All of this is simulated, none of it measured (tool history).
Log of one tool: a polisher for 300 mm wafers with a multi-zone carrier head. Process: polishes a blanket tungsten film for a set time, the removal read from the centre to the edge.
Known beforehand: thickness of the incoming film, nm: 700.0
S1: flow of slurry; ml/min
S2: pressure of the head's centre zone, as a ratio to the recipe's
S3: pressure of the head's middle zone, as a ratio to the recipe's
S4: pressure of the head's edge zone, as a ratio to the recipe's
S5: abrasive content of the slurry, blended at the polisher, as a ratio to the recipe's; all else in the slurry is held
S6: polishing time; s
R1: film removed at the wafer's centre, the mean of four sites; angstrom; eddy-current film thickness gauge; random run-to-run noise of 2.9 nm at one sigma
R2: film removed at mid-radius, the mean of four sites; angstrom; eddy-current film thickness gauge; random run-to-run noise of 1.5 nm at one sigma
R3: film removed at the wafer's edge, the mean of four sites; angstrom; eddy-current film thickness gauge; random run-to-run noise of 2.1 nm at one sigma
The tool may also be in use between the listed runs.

run	hour	S1	S2	S3	S4	S5	S6	R1	R2	R3
1	0	255	1	1	1	1	58	2333.5	2260.3	2220.6
2	7.8	255	1	1	1.04	1	58	2395.6	2259.3	2215.6
3	16.7	255	1	0.93	1.04	1	58	2274	2136.8	2271
4	21.9	195	1	0.93	1.04	1	58	2269.2	2073.5	2195.4
5	26.8	195	1	0.93	1.04	1.2	58	2285.3	2136.5	2240.8
6	29.1	190	1.03	0.94	1.02	1.1	56	2252.5	2000.8	2117.6

Run 7, settings as shown, results not yet in. Your forecast:
7	29.9	185	1.05	0.96	1	1	55	?	?	?

{"run 7": {"R1": 2210.4, "R2": 1993, "R3": 2067.7}}
